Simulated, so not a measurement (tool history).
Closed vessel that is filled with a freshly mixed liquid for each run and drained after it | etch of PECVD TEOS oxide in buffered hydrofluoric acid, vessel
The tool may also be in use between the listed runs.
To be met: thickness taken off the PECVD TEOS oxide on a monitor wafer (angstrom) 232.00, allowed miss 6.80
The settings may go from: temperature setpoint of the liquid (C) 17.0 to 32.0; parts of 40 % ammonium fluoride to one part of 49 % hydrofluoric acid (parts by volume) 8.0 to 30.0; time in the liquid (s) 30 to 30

run,hour,temperature setpoint of the liquid (C),parts of 40 % ammonium fluoride to one part of 49 % hydrofluoric acid (parts by volume),time in the liquid (s),thickness taken off the PECVD TEOS oxide on a monitor wafer (angstrom)
1,0.0,25.0,22.5,30,215.44
2,0.8,28.0,22.5,30,252.26
3,8.7,28.0,22.5,30,253.11
4,12.4,27.5,22.5,30,245.71
5,20.0,24.5,22.5,30,205.51
6,24.7,22.0,22.5,30,179.58
7,29.7,23.0,22.5,30,190.39
8,35.1,23.5,22.5,30,197.95
9,40.9,24.0,22.5,30,199.96
10,45.4,24.5,22.5,30,209.09
11,47.5,25.0,22.5,30,213.58
12,50.8,25.5,22.5,30,217.53

4 next moves are on the table. One of them brings every result within its allowed miss. Which?
A,54.1,23.0,18.5,30,?
B,54.1,24.0,22.5,30,?
C,54.1,25.0,24.5,30,?
D,54.1,22.0,19.5,30,?

move,thickness taken off the PECVD TEOS oxide on a monitor wafer (angstrom)
A,230.87
B,201.36
C,200.57
D,207.43
A: meets every target
B: further off than the last run
C: further off than the last run
D: further off than the last run
The right move is A.
